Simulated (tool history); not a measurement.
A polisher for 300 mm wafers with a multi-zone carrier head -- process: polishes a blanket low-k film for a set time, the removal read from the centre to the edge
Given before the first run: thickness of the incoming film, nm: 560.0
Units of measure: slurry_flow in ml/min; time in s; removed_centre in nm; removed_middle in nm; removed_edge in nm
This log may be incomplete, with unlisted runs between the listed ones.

run,hour,slurry_flow,centre_zone,middle_zone,edge_zone,slurry_solids,time,removed_centre,removed_middle,removed_edge
1,0,240,1,1,1,1,77,31.637,32.019,30.245
2,4.6,230,0.98,0.97,1.01,0.95,77,29.979,30.348,30.272
3,13,225,0.97,0.95,1,0.9,77,28.637,28.689,29.537
4,18.1,220,0.95,0.93,0.99,0.9,77,27.656,27.897,28.865
5,21.6,220,0.95,0.93,1.03,0.9,77,27.808,28.613,29.233
6,26.4,210,0.94,0.91,1.01,0.9,77,27.659,27.294,29.248
7,31.1,205,0.92,0.9,1.01,0.9,77,26.521,27.659,28.593
8,33.9,200,0.91,0.81,1.11,0.7,76,21.847,20.899,25.551
9,37.6,210,0.91,0.82,1.12,0.7,76,22.051,21.525,25.791

Run 10 is up next; what results do you expect?
10,40.2,220,0.91,0.82,1.13,0.7,76,?,?,?

removed_centre: 22.319 nm
removed_middle: 21.381 nm
removed_edge: 26.043 nm

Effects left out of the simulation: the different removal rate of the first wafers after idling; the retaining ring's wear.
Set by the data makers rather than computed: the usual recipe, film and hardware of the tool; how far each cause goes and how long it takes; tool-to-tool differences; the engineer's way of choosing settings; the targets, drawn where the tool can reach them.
